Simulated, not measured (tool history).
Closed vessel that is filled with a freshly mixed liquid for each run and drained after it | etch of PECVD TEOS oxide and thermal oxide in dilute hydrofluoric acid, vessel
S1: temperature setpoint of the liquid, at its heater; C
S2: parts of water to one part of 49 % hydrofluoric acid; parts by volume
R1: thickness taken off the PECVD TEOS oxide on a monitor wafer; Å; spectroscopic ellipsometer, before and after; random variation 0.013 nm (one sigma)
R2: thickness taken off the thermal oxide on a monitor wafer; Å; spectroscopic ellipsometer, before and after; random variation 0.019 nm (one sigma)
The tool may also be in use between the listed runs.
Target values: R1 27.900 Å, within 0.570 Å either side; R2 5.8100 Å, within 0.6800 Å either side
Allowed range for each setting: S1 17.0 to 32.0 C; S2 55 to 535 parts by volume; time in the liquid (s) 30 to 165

run 1 day=0.000 | S1=24.0 S2=295 time_in_the_liquid_(s)=85 | R1=48.247 R2=9.7986
run 2 day=0.179 | S1=22.5 S2=310 time_in_the_liquid_(s)=85 | R1=42.920 R2=8.8113
run 3 day=0.254 | S1=22.5 S2=310 time_in_the_liquid_(s)=115 | R1=57.632 R2=12.1400
run 4 day=0.575 | S1=21.5 S2=335 time_in_the_liquid_(s)=115 | R1=50.435 R2=10.1950
run 5 day=0.912 | S1=23.5 S2=335 time_in_the_liquid_(s)=115 | R1=53.733 R2=10.7990
run 6 day=1.017 | S1=23.5 S2=285 time_in_the_liquid_(s)=115 | R1=66.919 R2=14.0450
run 7 day=1.367 | S1=22.0 S2=315 time_in_the_liquid_(s)=115 | R1=55.659 R2=11.7120
run 8 day=1.558 | S1=21.0 S2=340 time_in_the_liquid_(s)=115 | R1=48.511 R2=10.1750
run 9 day=1.592 | S1=20.0 S2=360 time_in_the_liquid_(s)=115 | R1=43.829 R2=8.3482
run 10 day=1.750 | S1=20.0 S2=380 time_in_the_liquid_(s)=115 | R1=40.562 R2=8.8619
run 11 day=1.871 | S1=19.5 S2=395 time_in_the_liquid_(s)=115 | R1=38.031 R2=7.8446
run 12 day=2.208 | S1=19.0 S2=410 time_in_the_liquid_(s)=115 | R1=35.444 R2=7.2716
run 13 day=2.296 | S1=18.5 S2=420 time_in_the_liquid_(s)=115 | R1=33.702 R2=6.8333
run 14 day=2.442 | S1=18.5 S2=430 time_in_the_liquid_(s)=115 | R1=32.661 R2=6.8568
run 15 day=2.708 | S1=18.0 S2=435 time_in_the_liquid_(s)=115 | R1=31.710 R2=6.5329
run 16 day=2.771 | S1=18.0 S2=440 time_in_the_liquid_(s)=115 | R1=31.240 R2=6.3858
run 17 day=2.925 | S1=18.0 S2=445 time_in_the_liquid_(s)=115 | R1=30.491 R2=6.5379
run 18 day=2.954 | S1=18.0 S2=450 time_in_the_liquid_(s)=115 | R1=30.435 R2=6.4185
run 19 day=3.138 | S1=18.0 S2=455 time_in_the_liquid_(s)=115 | R1=29.786 R2=5.9734

Which of these 4 next moves meets every target?
run A day=3.321 | S1=18.0 S2=520 time_in_the_liquid_(s)=125 | R1=? R2=?
run B day=3.321 | S1=17.0 S2=170 time_in_the_liquid_(s)=35 | R1=? R2=?
run C day=3.321 | S1=18.0 S2=535 time_in_the_liquid_(s)=135 | R1=? R2=?
run D day=3.321 | S1=17.0 S2=490 time_in_the_liquid_(s)=135 | R1=? R2=?

move=A R1=26.774 R2=5.7240
move=B R1=29.480 R2=6.3024
move=C R1=27.799 R2=5.9431
move=D R1=30.313 R2=6.4805
A: pushes the last run's worst result past its target
B: nearer the targets than the last run, but a result is still out of spec
C: all results in spec
D: misses by more than the last run did
Answer: C
